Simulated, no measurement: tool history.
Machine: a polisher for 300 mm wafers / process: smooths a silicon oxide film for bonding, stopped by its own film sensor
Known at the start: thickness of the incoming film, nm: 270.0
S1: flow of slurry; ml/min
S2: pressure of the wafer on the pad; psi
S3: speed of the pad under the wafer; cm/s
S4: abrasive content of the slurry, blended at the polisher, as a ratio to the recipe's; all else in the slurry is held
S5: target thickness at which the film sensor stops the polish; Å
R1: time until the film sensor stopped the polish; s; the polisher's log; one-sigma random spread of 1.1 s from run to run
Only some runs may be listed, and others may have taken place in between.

| run | day | S1 | S2 | S3 | S4 | S5 | R1 |
|---|---|---|---|---|---|---|---|
| 1 | 0.000 | 140 | 2.7 | 74 | 1.00 | 2440 | 39.795 |
| 2 | 0.342 | 135 | 2.3 | 66 | 1.00 | 2440 | 51.574 |
| 3 | 0.371 | 135 | 2.3 | 66 | 0.85 | 2440 | 55.537 |
| 4 | 0.738 | 135 | 2.3 | 74 | 0.85 | 2440 | 50.492 |
| 5 | 1.104 | 130 | 2.0 | 70 | 0.85 | 2440 | 59.970 |
| 6 | 1.183 | 125 | 1.8 | 66 | 0.85 | 2440 | 69.275 |

Run 7 is up next; what results do you expect?
| 7 | 1.450 | 120 | 1.7 | 64 | 0.85 | 2440 | ? |

R1: 78.407 s
